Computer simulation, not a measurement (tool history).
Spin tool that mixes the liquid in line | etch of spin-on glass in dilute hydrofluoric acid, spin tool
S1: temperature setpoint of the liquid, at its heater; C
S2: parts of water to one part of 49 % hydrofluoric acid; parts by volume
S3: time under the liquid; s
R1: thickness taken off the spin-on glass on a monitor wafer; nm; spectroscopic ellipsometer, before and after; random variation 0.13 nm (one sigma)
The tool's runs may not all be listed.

Run 1, hour 0.0: S1 26.0 C, S2 220 parts by volume, S3 265 s. Result: R1 37.978 nm.
Run 2, hour 3.3: S1 26.0 C, S2 220 parts by volume, S3 265 s. Result: R1 37.982 nm.
Run 3, hour 4.5: S1 26.0 C, S2 220 parts by volume, S3 290 s. Result: R1 41.490 nm.
Run 4, hour 6.5: S1 24.5 C, S2 230 parts by volume, S3 290 s. Result: R1 37.210 nm.
Run 5, hour 11.1: S1 23.5 C, S2 240 parts by volume, S3 290 s. Result: R1 34.089 nm.
Run 6, hour 13.2: S1 22.5 C, S2 245 parts by volume, S3 290 s. Result: R1 31.749 nm.
Run 7, hour 15.7: S1 22.0 C, S2 250 parts by volume, S3 290 s. Result: R1 30.464 nm.

Forecast run 8:
Run 8, hour 22.5: S1 21.5 C, S2 255 parts by volume, S3 290 s. Result: R1 ?.

{"run 8": {"R1": 29.039}}
